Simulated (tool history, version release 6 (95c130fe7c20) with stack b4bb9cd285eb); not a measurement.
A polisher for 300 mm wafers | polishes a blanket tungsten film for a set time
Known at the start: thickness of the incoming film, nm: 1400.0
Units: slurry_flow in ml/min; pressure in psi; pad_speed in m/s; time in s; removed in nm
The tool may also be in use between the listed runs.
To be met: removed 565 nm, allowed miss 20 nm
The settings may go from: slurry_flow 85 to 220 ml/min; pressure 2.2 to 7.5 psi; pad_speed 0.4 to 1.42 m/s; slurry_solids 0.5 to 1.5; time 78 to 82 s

Run 1, hour 0: slurry_flow 140 ml/min, pressure 4.8 psi, pad_speed 0.9 m/s, slurry_solids 1, time 78 s. Result: removed 387.44 nm.
Run 2, hour 5.3: slurry_flow 145 ml/min, pressure 5.1 psi, pad_speed 0.9 m/s, slurry_solids 1, time 78 s. Result: removed 409.41 nm.
Run 3, hour 10.4: slurry_flow 145 ml/min, pressure 5.1 psi, pad_speed 0.72 m/s, slurry_solids 1, time 78 s. Result: removed 327.12 nm.
Run 4, hour 12.7: slurry_flow 145 ml/min, pressure 5.5 psi, pad_speed 0.72 m/s, slurry_solids 1, time 78 s. Result: removed 347.64 nm.
Run 5, hour 16.9: slurry_flow 145 ml/min, pressure 5.5 psi, pad_speed 0.58 m/s, slurry_solids 1, time 78 s. Result: removed 277.99 nm.
Run 6, hour 24.1: slurry_flow 145 ml/min, pressure 6.3 psi, pad_speed 0.58 m/s, slurry_solids 1, time 78 s. Result: removed 299.45 nm.
Run 7, hour 28.2: slurry_flow 150 ml/min, pressure 6.5 psi, pad_speed 0.64 m/s, slurry_solids 1, time 78 s. Result: removed 342.53 nm.
Run 8, hour 35.7: slurry_flow 155 ml/min, pressure 6.7 psi, pad_speed 0.68 m/s, slurry_solids 1, time 78 s. Result: removed 371.44 nm.
Run 9, hour 43.6: slurry_flow 160 ml/min, pressure 6.8 psi, pad_speed 0.72 m/s, slurry_solids 1, time 78 s. Result: removed 403.21 nm.
Run 10, hour 47.8: slurry_flow 165 ml/min, pressure 6.9 psi, pad_speed 0.74 m/s, slurry_solids 1, time 78 s. Result: removed 417.56 nm.
Run 11, hour 48.7: slurry_flow 165 ml/min, pressure 7 psi, pad_speed 0.76 m/s, slurry_solids 1, time 78 s. Result: removed 421.65 nm.
Run 12, hour 57.5: slurry_flow 165 ml/min, pressure 7.1 psi, pad_speed 0.8 m/s, slurry_solids 1, time 78 s. Result: removed 450.33 nm.
Run 13, hour 58.9: slurry_flow 165 ml/min, pressure 7.2 psi, pad_speed 0.82 m/s, slurry_solids 1, time 78 s. Result: removed 466.77 nm.
Run 14, hour 64.1: slurry_flow 165 ml/min, pressure 7.3 psi, pad_speed 0.84 m/s, slurry_solids 1, time 78 s. Result: removed 484.22 nm.
Run 15, hour 72.1: slurry_flow 165 ml/min, pressure 7.3 psi, pad_speed 0.86 m/s, slurry_solids 1, time 78 s. Result: removed 497.18 nm.

Which of these 5 next moves meets every target?
Run A, hour 80.1: slurry_flow 170 ml/min, pressure 7.2 psi, pad_speed 1.04 m/s, slurry_solids 0.9, time 82 s. Result: removed ?.
Run B, hour 80.1: slurry_flow 160 ml/min, pressure 7.5 psi, pad_speed 0.92 m/s, slurry_solids 1.3, time 82 s. Result: removed ?.
Run C, hour 80.1: slurry_flow 140 ml/min, pressure 7.3 psi, pad_speed 1.08 m/s, slurry_solids 0.85, time 82 s. Result: removed ?.
Run D, hour 80.1: slurry_flow 165 ml/min, pressure 7.3 psi, pad_speed 0.92 m/s, slurry_solids 1, time 82 s. Result: removed ?.
Run E, hour 80.1: slurry_flow 190 ml/min, pressure 7.4 psi, pad_speed 0.96 m/s, slurry_solids 1.3, time 78 s. Result: removed ?.

move  removed
   A   599.73
   B   590.39
   C   604.19
   D   548.02
   E   592.66
A: takes the result that was furthest off past its target
B: takes the result that was furthest off past its target
C: takes the result that was furthest off past its target
D: meets every target
E: takes the result that was furthest off past its target
The right move is D.
